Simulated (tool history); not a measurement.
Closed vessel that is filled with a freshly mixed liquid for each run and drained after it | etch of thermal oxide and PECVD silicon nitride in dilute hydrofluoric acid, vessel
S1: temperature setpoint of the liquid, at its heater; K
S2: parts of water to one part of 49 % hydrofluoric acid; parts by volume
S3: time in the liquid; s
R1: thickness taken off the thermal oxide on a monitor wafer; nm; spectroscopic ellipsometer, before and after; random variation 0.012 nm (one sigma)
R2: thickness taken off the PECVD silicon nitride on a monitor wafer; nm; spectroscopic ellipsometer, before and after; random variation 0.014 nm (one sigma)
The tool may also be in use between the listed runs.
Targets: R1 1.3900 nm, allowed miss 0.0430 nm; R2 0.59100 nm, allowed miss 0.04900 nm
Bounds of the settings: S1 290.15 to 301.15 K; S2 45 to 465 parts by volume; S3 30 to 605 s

run,hour,S1,S2,S3,R1,R2
1,0.0,293.15,255,310,4.2755,1.77340
2,8.6,296.15,255,310,4.8280,2.16210
3,17.0,296.15,255,210,3.1980,1.39860
4,22.5,296.15,255,275,4.1479,1.90680
5,26.1,295.15,285,270,3.4728,1.54600
6,34.1,294.15,315,270,2.9796,1.30850
# hour 42.1: hydrofluoric acid flow meter replaced
7,42.1,290.15,420,260,1.5711,0.68187
8,47.7,290.15,425,260,1.5446,0.70808
9,56.3,290.15,425,255,1.5226,0.67575
10,58.5,290.15,425,250,1.5021,0.64817

5 next moves are on the table. One of them brings every result within its allowed miss. Which?
A,60.7,292.65,460,240,?,?
B,60.7,296.15,425,195,?,?
C,60.7,290.15,235,125,?,?
D,60.7,290.15,380,200,?,?
E,60.7,292.65,440,230,?,?

move,R1,R2
A,1.3825,0.69320
B,1.4065,0.75080
C,1.5507,0.58434
D,1.3601,0.59245
E,1.4072,0.69322
A: brings the result that was furthest off to its target, and leaves another outside
B: brings the result that was furthest off to its target, and leaves another outside
C: further off than the last run
D: meets every target
E: brings the result that was furthest off to its target, and leaves another outside
The right move is D.

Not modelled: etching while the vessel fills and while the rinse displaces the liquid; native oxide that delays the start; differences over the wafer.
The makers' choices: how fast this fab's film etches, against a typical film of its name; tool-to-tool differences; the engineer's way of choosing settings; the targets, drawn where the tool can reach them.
